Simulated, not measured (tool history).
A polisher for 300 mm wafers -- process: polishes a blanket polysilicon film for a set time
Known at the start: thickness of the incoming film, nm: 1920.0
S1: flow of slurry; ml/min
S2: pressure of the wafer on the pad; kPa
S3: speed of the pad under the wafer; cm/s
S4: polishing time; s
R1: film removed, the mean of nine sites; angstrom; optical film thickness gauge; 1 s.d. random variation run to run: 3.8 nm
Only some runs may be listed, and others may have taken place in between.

Run 1, hour 0: S1 200 ml/min, S2 23.4 kPa, S3 78 cm/s, S4 74 s. Result: R1 6922.7 angstrom.
Run 2, hour 1.2: S1 200 ml/min, S2 23.4 kPa, S3 78 cm/s, S4 74 s. Result: R1 6945.2 angstrom.
Run 3, hour 9.2: S1 195 ml/min, S2 22.8 kPa, S3 78 cm/s, S4 74 s. Result: R1 6721.3 angstrom.
Run 4, hour 12: S1 195 ml/min, S2 22.8 kPa, S3 66 cm/s, S4 74 s. Result: R1 5769.8 angstrom.
Run 5, hour 14.7: S1 195 ml/min, S2 19.3 kPa, S3 66 cm/s, S4 74 s. Result: R1 5048.9 angstrom.
Run 6, hour 19.4: S1 195 ml/min, S2 19.3 kPa, S3 66 cm/s, S4 74 s. Result: R1 5041.4 angstrom.

Predict the results of run 7:
Run 7, hour 21.1: S1 240 ml/min, S2 21.4 kPa, S3 66 cm/s, S4 74 s. Result: R1 ?.

R1: 5618.6 angstrom
